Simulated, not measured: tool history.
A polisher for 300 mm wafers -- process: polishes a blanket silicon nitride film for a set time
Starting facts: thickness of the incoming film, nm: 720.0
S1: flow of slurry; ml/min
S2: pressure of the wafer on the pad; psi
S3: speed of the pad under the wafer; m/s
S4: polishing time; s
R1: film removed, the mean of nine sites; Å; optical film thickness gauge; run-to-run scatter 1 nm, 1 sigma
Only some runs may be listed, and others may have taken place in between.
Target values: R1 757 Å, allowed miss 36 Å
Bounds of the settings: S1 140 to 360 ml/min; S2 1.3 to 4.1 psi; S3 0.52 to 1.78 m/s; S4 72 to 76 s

Run 1, hour 0: S1 230 ml/min, S2 2.7 psi, S3 1.14 m/s, S4 72 s. Result: R1 934.77 Å.
Run 2, hour 3.8: S1 230 ml/min, S2 2.5 psi, S3 1.14 m/s, S4 72 s. Result: R1 855.19 Å.
Run 3, hour 7.5: S1 230 ml/min, S2 2.4 psi, S3 1.14 m/s, S4 72 s. Result: R1 823.84 Å.
Run 4, hour 10.2: S1 230 ml/min, S2 2.9 psi, S3 1.14 m/s, S4 72 s. Result: R1 1001.9 Å.
Run 5, hour 15.8: S1 230 ml/min, S2 2.9 psi, S3 1 m/s, S4 72 s. Result: R1 910.51 Å.
Run 6, hour 22.8: S1 230 ml/min, S2 2.8 psi, S3 1 m/s, S4 72 s. Result: R1 887.6 Å.
Run 7, hour 30.2: S1 230 ml/min, S2 2.7 psi, S3 1 m/s, S4 72 s. Result: R1 857.27 Å.
Run 8, hour 33.2: S1 230 ml/min, S2 2.6 psi, S3 1 m/s, S4 72 s. Result: R1 815.24 Å.

Pick the move, out of 4, that brings all results within their allowed miss; only one does.
Run A, hour 36.2: S1 270 ml/min, S2 2.6 psi, S3 0.88 m/s, S4 72 s. Result: R1 ?.
Run B, hour 36.2: S1 225 ml/min, S2 2.6 psi, S3 1.06 m/s, S4 75 s. Result: R1 ?.
Run C, hour 36.2: S1 225 ml/min, S2 2.9 psi, S3 0.94 m/s, S4 72 s. Result: R1 ?.
Run D, hour 36.2: S1 220 ml/min, S2 2.9 psi, S3 0.94 m/s, S4 72 s. Result: R1 ?.

move      R1
   A  771.98
   B  898.09
   C  884.06
   D  882.47
A: every result lands within tolerance
B: its largest miss is bigger than the last run's
C: its largest miss is bigger than the last run's
D: its largest miss is bigger than the last run's
Go with A: it meets all targets.

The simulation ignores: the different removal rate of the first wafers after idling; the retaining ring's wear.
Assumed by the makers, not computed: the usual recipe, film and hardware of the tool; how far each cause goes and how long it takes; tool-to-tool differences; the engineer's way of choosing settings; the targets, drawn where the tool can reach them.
